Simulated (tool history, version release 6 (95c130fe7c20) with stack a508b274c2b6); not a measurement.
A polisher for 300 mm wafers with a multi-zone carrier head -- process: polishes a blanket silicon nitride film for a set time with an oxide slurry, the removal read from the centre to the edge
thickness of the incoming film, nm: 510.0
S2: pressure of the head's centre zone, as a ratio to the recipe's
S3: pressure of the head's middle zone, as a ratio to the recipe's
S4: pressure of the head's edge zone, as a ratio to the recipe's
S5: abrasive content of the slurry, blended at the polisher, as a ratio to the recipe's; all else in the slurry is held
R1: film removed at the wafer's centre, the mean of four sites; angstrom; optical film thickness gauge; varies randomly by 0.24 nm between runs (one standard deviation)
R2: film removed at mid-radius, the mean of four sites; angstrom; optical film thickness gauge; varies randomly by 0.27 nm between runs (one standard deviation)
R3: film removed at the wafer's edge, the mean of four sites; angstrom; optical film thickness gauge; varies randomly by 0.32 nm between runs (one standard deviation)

run 1 day=0 | flow_of_slurry_(ml/min)=300 S2=1 S3=1 S4=1 S5=1 polishing_time_(s)=58 | R1=519.65 R2=524.36 R3=539.42
run 2 day=0.033 | flow_of_slurry_(ml/min)=300 S2=0.98 S3=1 S4=0.97 S5=0.9 polishing_time_(s)=56 | R1=473.73 R2=486.35 R3=483.58
run 3 day=0.154 | flow_of_slurry_(ml/min)=295 S2=0.95 S3=1 S4=0.96 S5=0.85 polishing_time_(s)=55 | R1=441.52 R2=461.8 R3=460.75
run 4 day=0.383 | flow_of_slurry_(ml/min)=295 S2=0.95 S3=0.93 S4=0.96 S5=0.85 polishing_time_(s)=55 | R1=436.89 R2=447.37 R3=460.94
run 5 day=0.746 | flow_of_slurry_(ml/min)=295 S2=0.95 S3=0.93 S4=0.96 S5=0.75 polishing_time_(s)=55 | R1=412.25 R2=421.93 R3=435.77
run 6 day=1.092 | flow_of_slurry_(ml/min)=290 S2=0.93 S3=0.94 S4=0.94 S5=0.7 polishing_time_(s)=54 | R1=392.06 R2=400.32 R3=409.51
run 7 day=1.446 | flow_of_slurry_(ml/min)=290 S2=0.91 S3=0.97 S4=0.94 S5=0.65 polishing_time_(s)=53 | R1=359.17 R2=384.86 R3=384.04
run 8 day=1.588 | flow_of_slurry_(ml/min)=290 S2=0.91 S3=0.97 S4=0.94 S5=0.65 polishing_time_(s)=53 | R1=363.56 R2=386.02 R3=385.78
run 9 day=1.917 | flow_of_slurry_(ml/min)=285 S2=0.89 S3=0.98 S4=0.93 S5=0.6 polishing_time_(s)=53 | R1=341.38 R2=375.29 R3=373.58

Estimate the outcome of run 10 from the log above:
run 10 day=2.262 | flow_of_slurry_(ml/min)=270 S2=0.84 S3=1.01 S4=0.83 S5=0.5 polishing_time_(s)=49 | R1=? R2=? R3=?

Run 10 gave R1 275.88 angstrom, R2 321.75 angstrom, R3 289.46 angstrom.
